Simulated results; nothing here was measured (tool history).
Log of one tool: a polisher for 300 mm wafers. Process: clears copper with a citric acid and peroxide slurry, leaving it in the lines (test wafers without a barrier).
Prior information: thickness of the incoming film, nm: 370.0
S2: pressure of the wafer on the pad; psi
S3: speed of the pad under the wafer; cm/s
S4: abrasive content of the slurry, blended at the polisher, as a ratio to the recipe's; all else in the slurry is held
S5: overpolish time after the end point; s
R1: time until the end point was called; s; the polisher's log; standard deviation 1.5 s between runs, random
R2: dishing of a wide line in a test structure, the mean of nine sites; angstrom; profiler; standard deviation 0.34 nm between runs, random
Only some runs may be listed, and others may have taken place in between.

{"run": 1, "hour": 0.0, "flow of slurry (ml/min)": 315, "S2": 3.6, "S3": 128, "S4": 1, "S5": 19, "R1": 136.33, "R2": 384.08}
{"run": 2, "hour": 1.3, "flow of slurry (ml/min)": 315, "S2": 3.6, "S3": 128, "S4": 1.1, "S5": 19, "R1": 136.05, "R2": 389.17}
{"run": 3, "hour": 8.5, "flow of slurry (ml/min)": 310, "S2": 3.8, "S3": 128, "S4": 1.1, "S5": 16, "R1": 133.52, "R2": 342.24}
{"run": 4, "hour": 15.4, "flow of slurry (ml/min)": 315, "S2": 4.1, "S3": 128, "S4": 1.1, "S5": 14, "R1": 122.26, "R2": 326.37}
{"run": 5, "hour": 19.5, "flow of slurry (ml/min)": 315, "S2": 4.3, "S3": 128, "S4": 1.1, "S5": 13, "R1": 120.33, "R2": 305.86}
{"run": 6, "hour": 25.8, "flow of slurry (ml/min)": 315, "S2": 4.3, "S3": 128, "S4": 0.95, "S5": 13, "R1": 123.07, "R2": 305.14}
{"run": 7, "hour": 34.1, "flow of slurry (ml/min)": 315, "S2": 4.3, "S3": 128, "S4": 0.95, "S5": 13, "R1": 123.29, "R2": 296.17}
{"run": 8, "hour": 36.5, "flow of slurry (ml/min)": 315, "S2": 4.6, "S3": 128, "S4": 0.9, "S5": 12, "R1": 118.25, "R2": 293.75}
{"run": 9, "hour": 38.5, "flow of slurry (ml/min)": 315, "S2": 5.4, "S3": 130, "S4": 0.9, "S5": 8, "R1": 103.87, "R2": 230.61}
{"hour": 46.6, "done": "worn pad replaced by a new one"}
{"run": 10, "hour": 46.6, "flow of slurry (ml/min)": 315, "S2": 5.3, "S3": 134, "S4": 0.9, "S5": 9, "R1": 93.815, "R2": 281.07}
{"run": 11, "hour": 47.9, "flow of slurry (ml/min)": 315, "S2": 5.2, "S3": 134, "S4": 0.9, "S5": 9, "R1": 92.302, "R2": 282.37}
{"run": 12, "hour": 54.2, "flow of slurry (ml/min)": 315, "S2": 5.1, "S3": 134, "S4": 0.9, "S5": 9, "R1": 93.068, "R2": 278.58}
{"run": 13, "hour": 59.8, "flow of slurry (ml/min)": 315, "S2": 5.1, "S3": 134, "S4": 0.9, "S5": 9, "R1": 93.231, "R2": 278.25}

Run 14 has not been measured yet. What should we expect?
{"run": 14, "hour": 63.7, "flow of slurry (ml/min)": 315, "S2": 5, "S3": 134, "S4": 0.9, "S5": 9, "R1": "?", "R2": "?"}

Run 14 measured R1 96.565 s, R2 274.45 angstrom.
